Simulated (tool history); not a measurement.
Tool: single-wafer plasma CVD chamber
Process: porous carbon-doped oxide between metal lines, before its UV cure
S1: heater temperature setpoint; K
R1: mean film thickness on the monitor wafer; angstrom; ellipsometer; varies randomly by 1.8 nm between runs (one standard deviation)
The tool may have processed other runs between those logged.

Run 1, day 0.000: S1 573.15 K, RF power (kW) 0.670, deposition time (s) 51.4. Result: R1 3649.0 angstrom.
Run 2, day 0.304: S1 577.15 K, RF power (kW) 0.670, deposition time (s) 51.4. Result: R1 3589.3 angstrom.
Run 3, day 0.396: S1 583.15 K, RF power (kW) 0.670, deposition time (s) 51.4. Result: R1 3475.6 angstrom.
Run 4, day 0.479: S1 583.15 K, RF power (kW) 0.715, deposition time (s) 51.4. Result: R1 3589.8 angstrom.
Run 5, day 0.654: S1 583.15 K, RF power (kW) 0.715, deposition time (s) 53.2. Result: R1 3717.4 angstrom.
Run 6, day 0.925: S1 585.15 K, RF power (kW) 0.690, deposition time (s) 53.1. Result: R1 3598.3 angstrom.
Run 7, day 1.250: S1 587.15 K, RF power (kW) 0.675, deposition time (s) 53.0. Result: R1 3507.7 angstrom.
Run 8, day 1.329: S1 588.15 K, RF power (kW) 0.660, deposition time (s) 52.9. Result: R1 3464.3 angstrom.
Run 9, day 1.379: S1 589.15 K, RF power (kW) 0.645, deposition time (s) 52.8. Result: R1 3388.1 angstrom.

What will run 10 give?
Run 10, day 1.683: S1 590.15 K, RF power (kW) 0.635, deposition time (s) 52.7. Result: R1 ?.

{"run 10": {"R1": 3296.9}}

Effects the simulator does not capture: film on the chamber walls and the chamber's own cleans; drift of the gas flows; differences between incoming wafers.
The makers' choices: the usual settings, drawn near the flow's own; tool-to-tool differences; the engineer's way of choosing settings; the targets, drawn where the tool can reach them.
